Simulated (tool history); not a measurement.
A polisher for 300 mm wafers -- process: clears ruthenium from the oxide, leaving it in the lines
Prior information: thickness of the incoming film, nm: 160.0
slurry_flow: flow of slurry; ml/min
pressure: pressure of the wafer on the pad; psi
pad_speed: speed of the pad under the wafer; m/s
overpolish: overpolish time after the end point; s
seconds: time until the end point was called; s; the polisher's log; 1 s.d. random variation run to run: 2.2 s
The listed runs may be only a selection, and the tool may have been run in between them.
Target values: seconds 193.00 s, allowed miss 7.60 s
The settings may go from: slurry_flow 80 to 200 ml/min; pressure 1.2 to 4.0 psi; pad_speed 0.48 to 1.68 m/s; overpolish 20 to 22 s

run 1 day=0.000 | slurry_flow=130 pressure=2.6 pad_speed=1.08 overpolish=20 | seconds=127.48
run 2 day=0.067 | slurry_flow=130 pressure=2.5 pad_speed=1.08 overpolish=20 | seconds=130.20
run 3 day=0.179 | slurry_flow=130 pressure=2.5 pad_speed=1.08 overpolish=20 | seconds=134.04
run 4 day=0.362 | slurry_flow=130 pressure=2.5 pad_speed=1.08 overpolish=22 | seconds=132.52
run 5 day=0.408 | slurry_flow=130 pressure=2.5 pad_speed=1.08 overpolish=20 | seconds=133.20
run 6 day=0.442 | slurry_flow=160 pressure=2.5 pad_speed=1.08 overpolish=20 | seconds=126.48
run 7 day=0.783 | slurry_flow=160 pressure=2.4 pad_speed=1.08 overpolish=20 | seconds=132.61
run 8 day=0.838 | slurry_flow=160 pressure=2.3 pad_speed=1.08 overpolish=20 | seconds=137.76
run 9 day=1.042 | slurry_flow=160 pressure=2.2 pad_speed=1.08 overpolish=20 | seconds=142.81
run 10 day=1.392 | slurry_flow=160 pressure=2.1 pad_speed=1.08 overpolish=20 | seconds=147.97
run 11 day=1.517 | slurry_flow=160 pressure=2.0 pad_speed=1.08 overpolish=20 | seconds=153.81
run 12 day=1.608 | slurry_flow=160 pressure=1.9 pad_speed=1.08 overpolish=20 | seconds=160.18
run 13 day=1.800 | slurry_flow=150 pressure=1.7 pad_speed=1.08 overpolish=20 | seconds=182.85
run 14 day=1.967 | slurry_flow=145 pressure=1.7 pad_speed=1.08 overpolish=20 | seconds=181.55

Which of these 4 next moves meets every target?
run A day=2.133 | slurry_flow=150 pressure=1.5 pad_speed=1.00 overpolish=20 | seconds=?
run B day=2.133 | slurry_flow=140 pressure=1.8 pad_speed=1.14 overpolish=20 | seconds=?
run C day=2.133 | slurry_flow=100 pressure=1.4 pad_speed=1.46 overpolish=20 | seconds=?
run D day=2.133 | slurry_flow=135 pressure=1.8 pad_speed=1.16 overpolish=20 | seconds=?

move=A seconds=207.03
move=B seconds=165.78
move=C seconds=187.44
move=D seconds=165.14
A: moves the result that the last run missed by most past its target, out the other side
B: lands further from the targets than the last run did
C: hits every target within its allowed miss
D: lands further from the targets than the last run did
C is the move that brings every result within its allowed miss.

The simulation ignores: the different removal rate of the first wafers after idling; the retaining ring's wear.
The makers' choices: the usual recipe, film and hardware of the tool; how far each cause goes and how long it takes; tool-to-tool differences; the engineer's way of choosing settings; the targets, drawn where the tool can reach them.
